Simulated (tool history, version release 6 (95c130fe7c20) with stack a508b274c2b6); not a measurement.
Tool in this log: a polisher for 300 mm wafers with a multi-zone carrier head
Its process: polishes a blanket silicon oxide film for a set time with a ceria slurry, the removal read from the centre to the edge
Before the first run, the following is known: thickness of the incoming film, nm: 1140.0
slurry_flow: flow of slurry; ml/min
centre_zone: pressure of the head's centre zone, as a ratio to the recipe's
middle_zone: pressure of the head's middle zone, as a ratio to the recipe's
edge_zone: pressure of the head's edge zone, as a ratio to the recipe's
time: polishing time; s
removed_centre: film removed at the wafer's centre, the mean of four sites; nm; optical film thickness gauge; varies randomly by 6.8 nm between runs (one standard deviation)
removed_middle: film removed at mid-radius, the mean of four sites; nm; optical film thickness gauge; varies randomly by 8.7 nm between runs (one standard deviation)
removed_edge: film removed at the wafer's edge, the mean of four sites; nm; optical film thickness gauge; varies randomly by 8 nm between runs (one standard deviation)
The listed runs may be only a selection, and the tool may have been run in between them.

run 1 day=0.000 | slurry_flow=125 centre_zone=1.00 middle_zone=1.00 edge_zone=1.00 time=65 | removed_centre=468.53 removed_middle=430.11 removed_edge=422.13
run 2 day=0.179 | slurry_flow=125 centre_zone=0.94 middle_zone=1.00 edge_zone=1.00 time=65 | removed_centre=447.34 removed_middle=430.04 removed_edge=426.32
run 3 day=0.471 | slurry_flow=135 centre_zone=0.96 middle_zone=1.02 edge_zone=1.02 time=69 | removed_centre=495.68 removed_middle=473.11 removed_edge=453.87
run 4 day=0.571 | slurry_flow=135 centre_zone=0.96 middle_zone=1.08 edge_zone=1.02 time=69 | removed_centre=496.96 removed_middle=481.58 removed_edge=460.37
-- day=0.617 centre zone pressure recalibrated
run 5 day=0.617 | slurry_flow=135 centre_zone=0.91 middle_zone=1.08 edge_zone=1.02 time=69 | removed_centre=426.22 removed_middle=493.14 removed_edge=453.94
run 6 day=0.904 | slurry_flow=140 centre_zone=0.93 middle_zone=1.09 edge_zone=1.03 time=72 | removed_centre=459.88 removed_middle=540.04 removed_edge=482.95
run 7 day=0.954 | slurry_flow=145 centre_zone=0.96 middle_zone=1.09 edge_zone=1.05 time=74 | removed_centre=487.70 removed_middle=542.80 removed_edge=506.99
run 8 day=1.029 | slurry_flow=150 centre_zone=0.99 middle_zone=1.10 edge_zone=1.04 time=76 | removed_centre=522.06 removed_middle=580.87 removed_edge=507.99

Run 9 has not been measured yet. What should we expect?
run 9 day=1.250 | slurry_flow=150 centre_zone=1.02 middle_zone=1.09 edge_zone=1.06 time=78 | removed_centre=? removed_middle=? removed_edge=?

For run 9 the tool returned removed_centre 556.61 nm, removed_middle 575.24 nm, removed_edge 534.76 nm.

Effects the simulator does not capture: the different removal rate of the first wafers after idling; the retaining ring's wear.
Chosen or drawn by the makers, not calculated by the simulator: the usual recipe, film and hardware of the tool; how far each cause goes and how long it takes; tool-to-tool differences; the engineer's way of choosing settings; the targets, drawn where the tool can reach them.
